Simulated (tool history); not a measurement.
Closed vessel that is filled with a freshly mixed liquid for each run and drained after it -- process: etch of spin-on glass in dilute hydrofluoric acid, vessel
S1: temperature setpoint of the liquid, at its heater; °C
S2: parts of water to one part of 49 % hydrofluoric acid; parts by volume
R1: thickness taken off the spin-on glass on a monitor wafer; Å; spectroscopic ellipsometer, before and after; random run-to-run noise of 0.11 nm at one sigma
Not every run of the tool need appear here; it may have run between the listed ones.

run 1 day=0 | S1=24 S2=220 time_in_the_liquid_(s)=220 | R1=277.82
run 2 day=0.338 | S1=23 S2=230 time_in_the_liquid_(s)=220 | R1=257.16
run 3 day=0.654 | S1=23 S2=295 time_in_the_liquid_(s)=220 | R1=184.93
run 4 day=0.908 | S1=22 S2=300 time_in_the_liquid_(s)=220 | R1=174.66
run 5 day=1.054 | S1=22 S2=335 time_in_the_liquid_(s)=220 | R1=151.71
run 6 day=1.262 | S1=22 S2=335 time_in_the_liquid_(s)=235 | R1=161.86
run 7 day=1.375 | S1=21.5 S2=335 time_in_the_liquid_(s)=235 | R1=160.09

Expected results for the next run?
run 8 day=1.425 | S1=17.5 S2=340 time_in_the_liquid_(s)=235 | R1=?

R1: 134.84 Å
